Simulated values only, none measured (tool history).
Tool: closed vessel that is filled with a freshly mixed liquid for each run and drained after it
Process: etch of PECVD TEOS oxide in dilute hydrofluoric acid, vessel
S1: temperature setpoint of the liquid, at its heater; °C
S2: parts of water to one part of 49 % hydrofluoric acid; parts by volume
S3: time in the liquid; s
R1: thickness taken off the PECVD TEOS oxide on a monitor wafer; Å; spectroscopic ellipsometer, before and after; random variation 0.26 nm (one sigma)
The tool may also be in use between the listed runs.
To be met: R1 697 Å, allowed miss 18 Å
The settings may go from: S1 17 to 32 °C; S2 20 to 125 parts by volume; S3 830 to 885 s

Run 1, hour 0: S1 24 °C, S2 70 parts by volume, S3 830 s. Result: R1 1036 Å.
Run 2, hour 7: S1 24 °C, S2 70 parts by volume, S3 885 s. Result: R1 1107.4 Å.
Run 3, hour 7.6: S1 22 °C, S2 75 parts by volume, S3 885 s. Result: R1 946.36 Å.
Run 4, hour 12.9: S1 20.5 °C, S2 75 parts by volume, S3 885 s. Result: R1 887.04 Å.
Run 5, hour 21: S1 19.5 °C, S2 75 parts by volume, S3 885 s. Result: R1 852.51 Å.
Run 6, hour 27.3: S1 19 °C, S2 75 parts by volume, S3 885 s. Result: R1 833.6 Å.
Run 7, hour 27.8: S1 18.5 °C, S2 75 parts by volume, S3 885 s. Result: R1 818.76 Å.
Run 8, hour 34.1: S1 18 °C, S2 75 parts by volume, S3 885 s. Result: R1 796.8 Å.
Run 9, hour 35.2: S1 17.5 °C, S2 75 parts by volume, S3 885 s. Result: R1 782.86 Å.

5 next moves are on the table. One of them brings every result within its allowed miss. Which?
Run A, hour 36.3: S1 20 °C, S2 90 parts by volume, S3 860 s. Result: R1 ?.
Run B, hour 36.3: S1 18 °C, S2 65 parts by volume, S3 885 s. Result: R1 ?.
Run C, hour 36.3: S1 19.5 °C, S2 70 parts by volume, S3 850 s. Result: R1 ?.
Run D, hour 36.3: S1 18 °C, S2 75 parts by volume, S3 835 s. Result: R1 ?.
Run E, hour 36.3: S1 19.5 °C, S2 70 parts by volume, S3 860 s. Result: R1 ?.

move      R1
   A  691.13
   B  931.26
   C  880.06
   D  753.06
   E  890.41
A: meets every target
B: further off than the last run
C: further off than the last run
D: nearer than the last run, and not there yet
E: further off than the last run
The right move is A.
